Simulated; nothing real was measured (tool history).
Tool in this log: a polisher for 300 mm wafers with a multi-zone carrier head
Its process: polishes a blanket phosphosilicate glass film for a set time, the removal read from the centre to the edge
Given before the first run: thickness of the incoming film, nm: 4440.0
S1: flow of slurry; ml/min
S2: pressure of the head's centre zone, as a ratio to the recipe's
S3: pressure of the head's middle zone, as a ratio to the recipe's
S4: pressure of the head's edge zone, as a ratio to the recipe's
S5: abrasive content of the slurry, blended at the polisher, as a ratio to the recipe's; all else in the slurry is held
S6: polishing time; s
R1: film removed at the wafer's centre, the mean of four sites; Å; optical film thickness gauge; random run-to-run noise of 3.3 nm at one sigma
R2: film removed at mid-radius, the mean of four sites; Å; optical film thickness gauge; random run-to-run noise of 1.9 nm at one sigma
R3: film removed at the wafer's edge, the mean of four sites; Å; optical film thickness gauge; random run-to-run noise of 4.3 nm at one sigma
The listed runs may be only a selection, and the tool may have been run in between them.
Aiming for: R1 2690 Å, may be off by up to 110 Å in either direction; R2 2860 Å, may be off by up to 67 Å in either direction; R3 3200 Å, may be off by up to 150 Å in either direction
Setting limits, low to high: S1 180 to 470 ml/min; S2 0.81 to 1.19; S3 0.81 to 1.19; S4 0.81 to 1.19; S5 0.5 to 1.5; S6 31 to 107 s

Run 1, hour 0: S1 300 ml/min, S2 1, S3 1, S4 1, S5 1, S6 69 s. Result: R1 5822.5 Å, R2 5840.2 Å, R3 5842.3 Å.
Run 2, hour 2.9: S1 295 ml/min, S2 0.97, S3 0.98, S4 0.99, S5 0.9, S6 65 s. Result: R1 5158.6 Å, R2 5216.8 Å, R3 5255.1 Å.
Run 3, hour 5.4: S1 290 ml/min, S2 0.94, S3 0.96, S4 1, S5 0.85, S6 61 s. Result: R1 4604.9 Å, R2 4673.1 Å, R3 4735.2 Å.
Run 4, hour 8.5: S1 280 ml/min, S2 0.92, S3 0.95, S4 1.03, S5 0.8, S6 58 s. Result: R1 4078.9 Å, R2 4356.1 Å, R3 4594.9 Å.
Run 5, hour 12.8: S1 275 ml/min, S2 0.9, S3 0.93, S4 1.02, S5 0.75, S6 56 s. Result: R1 3921.5 Å, R2 4003.3 Å, R3 4251.8 Å.
Run 6, hour 17.9: S1 270 ml/min, S2 0.89, S3 0.92, S4 1.03, S5 0.7, S6 54 s. Result: R1 3516.9 Å, R2 3726.7 Å, R3 4094.3 Å.
Run 7, hour 24.5: S1 265 ml/min, S2 0.88, S3 0.91, S4 1.02, S5 0.65, S6 53 s. Result: R1 3364.2 Å, R2 3509.7 Å, R3 3806.1 Å.
Run 8, hour 28.3: S1 260 ml/min, S2 0.87, S3 0.9, S4 1.02, S5 0.65, S6 52 s. Result: R1 3268.8 Å, R2 3415.4 Å, R3 3692.5 Å.
Run 9, hour 29.6: S1 225 ml/min, S2 0.81, S3 0.83, S4 1.02, S5 0.5, S6 48 s. Result: R1 2474.5 Å, R2 2625.4 Å, R3 3064.2 Å.

Of the 4 settings listed for the next run, only one would bring every result within its allowed miss of target. Which one?
Run A, hour 30.9: S1 235 ml/min, S2 0.9, S3 0.91, S4 0.93, S5 0.5, S6 46 s. Result: R1 ?, R2 ?, R3 ?.
Run B, hour 30.9: S1 205 ml/min, S2 1, S3 0.88, S4 0.91, S5 0.55, S6 46 s. Result: R1 ?, R2 ?, R3 ?.
Run C, hour 30.9: S1 200 ml/min, S2 0.84, S3 0.87, S4 0.99, S5 0.75, S6 44 s. Result: R1 ?, R2 ?, R3 ?.
Run D, hour 30.9: S1 185 ml/min, S2 0.86, S3 0.83, S4 1.02, S5 0.55, S6 49 s. Result: R1 ?, R2 ?, R3 ?.

move      R1      R2      R3
   A  2710.2  2752.9  2866.7
   B  3047.8    2719    2897
   C    2727  2863.7  3205.6
   D  2754.5  2723.2    3226
A: gains on the last run, yet a result remains outside its allowed miss
B: gains on the last run, yet a result remains outside its allowed miss
C: each result inside its tolerance
D: gains on the last run, yet a result remains outside its allowed miss
C meets every target.

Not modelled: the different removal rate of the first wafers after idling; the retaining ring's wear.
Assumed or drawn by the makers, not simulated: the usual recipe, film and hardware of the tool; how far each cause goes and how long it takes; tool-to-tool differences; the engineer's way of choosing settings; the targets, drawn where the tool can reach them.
